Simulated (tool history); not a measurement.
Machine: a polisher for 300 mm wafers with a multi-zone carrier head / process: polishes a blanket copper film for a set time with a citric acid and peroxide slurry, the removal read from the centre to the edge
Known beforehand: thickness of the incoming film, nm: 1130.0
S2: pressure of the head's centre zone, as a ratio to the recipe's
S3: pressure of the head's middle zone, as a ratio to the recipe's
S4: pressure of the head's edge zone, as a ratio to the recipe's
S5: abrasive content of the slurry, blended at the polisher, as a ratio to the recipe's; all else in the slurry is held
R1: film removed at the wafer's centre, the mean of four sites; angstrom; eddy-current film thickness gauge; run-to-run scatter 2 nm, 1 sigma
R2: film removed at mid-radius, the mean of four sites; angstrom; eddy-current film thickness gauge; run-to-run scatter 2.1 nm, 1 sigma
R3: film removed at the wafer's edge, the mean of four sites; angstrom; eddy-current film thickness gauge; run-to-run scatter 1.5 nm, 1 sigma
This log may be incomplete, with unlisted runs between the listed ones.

run 1 hour=0 | flow_of_slurry_(ml/min)=125 S2=1 S3=1 S4=1 S5=1 polishing_time_(s)=53 | R1=1304.3 R2=1271.7 R3=1258.7
run 2 hour=8.8 | flow_of_slurry_(ml/min)=135 S2=1.02 S3=1 S4=1.02 S5=1.05 polishing_time_(s)=53 | R1=1369 R2=1304.6 R3=1314.9
run 3 hour=16.8 | flow_of_slurry_(ml/min)=145 S2=1.04 S3=1.01 S4=1.03 S5=1.1 polishing_time_(s)=53 | R1=1427 R2=1389.1 R3=1361.2
run 4 hour=19.9 | flow_of_slurry_(ml/min)=145 S2=1.04 S3=1.01 S4=1.03 S5=1.25 polishing_time_(s)=53 | R1=1496.3 R2=1407.3 R3=1398.3
run 5 hour=26.3 | flow_of_slurry_(ml/min)=145 S2=0.98 S3=1.01 S4=1.03 S5=1.25 polishing_time_(s)=53 | R1=1413.6 R2=1423.2 R3=1391.2
run 6 hour=29.5 | flow_of_slurry_(ml/min)=150 S2=1.01 S3=1 S4=1.04 S5=1.25 polishing_time_(s)=53 | R1=1449.4 R2=1413.2 R3=1398.7
run 7 hour=34.7 | flow_of_slurry_(ml/min)=155 S2=1.04 S3=1 S4=1.05 S5=1.3 polishing_time_(s)=53 | R1=1520.5 R2=1461.3 R3=1449.2
run 8 hour=36.5 | flow_of_slurry_(ml/min)=160 S2=1.06 S3=0.99 S4=1.05 S5=1.3 polishing_time_(s)=53 | R1=1561.9 R2=1444.4 R3=1473.8
run 9 hour=45.4 | flow_of_slurry_(ml/min)=165 S2=1.08 S3=0.99 S4=1.05 S5=1.3 polishing_time_(s)=53 | R1=1591 R2=1447.6 R3=1452.2
run 10 hour=52.9 | flow_of_slurry_(ml/min)=165 S2=1.09 S3=0.99 S4=1.06 S5=1.3 polishing_time_(s)=53 | R1=1606.6 R2=1471.5 R3=1476.3

Predict the results of run 11:
run 11 hour=55.3 | flow_of_slurry_(ml/min)=170 S2=1.1 S3=0.98 S4=1.06 S5=1.3 polishing_time_(s)=53 | R1=? R2=? R3=?

R1: 1611.1 angstrom
R2: 1428.5 angstrom
R3: 1470.9 angstrom
